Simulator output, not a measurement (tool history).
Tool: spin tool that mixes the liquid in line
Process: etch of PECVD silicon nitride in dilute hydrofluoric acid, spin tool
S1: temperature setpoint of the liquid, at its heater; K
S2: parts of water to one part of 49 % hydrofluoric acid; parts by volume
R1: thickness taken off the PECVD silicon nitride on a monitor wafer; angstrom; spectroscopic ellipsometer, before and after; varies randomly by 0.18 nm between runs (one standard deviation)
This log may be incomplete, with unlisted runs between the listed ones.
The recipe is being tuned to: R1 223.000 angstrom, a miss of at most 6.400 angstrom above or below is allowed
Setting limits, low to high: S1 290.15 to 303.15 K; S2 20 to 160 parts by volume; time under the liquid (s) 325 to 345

{"run": 1, "day": 0.0, "S1": 295.15, "S2": 90, "time under the liquid (s)": 325, "R1": 98.859}
{"run": 2, "day": 0.192, "S1": 295.15, "S2": 105, "time under the liquid (s)": 325, "R1": 86.968}
{"run": 3, "day": 0.258, "S1": 297.15, "S2": 95, "time under the liquid (s)": 325, "R1": 109.14}
{"run": 4, "day": 0.442, "S1": 294.15, "S2": 95, "time under the liquid (s)": 325, "R1": 88.249}
{"run": 5, "day": 0.696, "S1": 296.65, "S2": 85, "time under the liquid (s)": 325, "R1": 116.25}
{"run": 6, "day": 0.942, "S1": 298.15, "S2": 80, "time under the liquid (s)": 325, "R1": 136.15}
{"run": 7, "day": 1.229, "S1": 298.15, "S2": 80, "time under the liquid (s)": 325, "R1": 137.29}
{"run": 8, "day": 1.3, "S1": 299.65, "S2": 75, "time under the liquid (s)": 325, "R1": 161.67}
{"run": 9, "day": 1.346, "S1": 300.65, "S2": 75, "time under the liquid (s)": 325, "R1": 171.69}
{"run": 10, "day": 1.621, "S1": 301.15, "S2": 75, "time under the liquid (s)": 325, "R1": 177.39}
{"run": 11, "day": 1.654, "S1": 301.65, "S2": 75, "time under the liquid (s)": 325, "R1": 185.16}
{"run": 12, "day": 1.721, "S1": 302.15, "S2": 75, "time under the liquid (s)": 325, "R1": 192.53}
{"run": 13, "day": 2.079, "S1": 302.65, "S2": 75, "time under the liquid (s)": 325, "R1": 195.1}
{"run": 14, "day": 2.417, "S1": 302.65, "S2": 75, "time under the liquid (s)": 325, "R1": 194.3}

Consider the 4 candidate settings below. Which is the only one whose results all fall within their allowed miss of target?
{"run": "A", "day": 2.754, "S1": 303.15, "S2": 100, "time under the liquid (s)": 325, "R1": "?"}
{"run": "B", "day": 2.754, "S1": 302.65, "S2": 90, "time under the liquid (s)": 325, "R1": "?"}
{"run": "C", "day": 2.754, "S1": 298.65, "S2": 50, "time under the liquid (s)": 345, "R1": "?"}
{"run": "D", "day": 2.754, "S1": 301.15, "S2": 60, "time under the liquid (s)": 325, "R1": "?"}

move=A R1=151.360
move=B R1=163.020
move=C R1=238.840
move=D R1=221.670
A: further off than the last run
B: further off than the last run
C: takes the biggest miss from the last run beyond its target
D: meets every target
Go with D: it meets all targets.
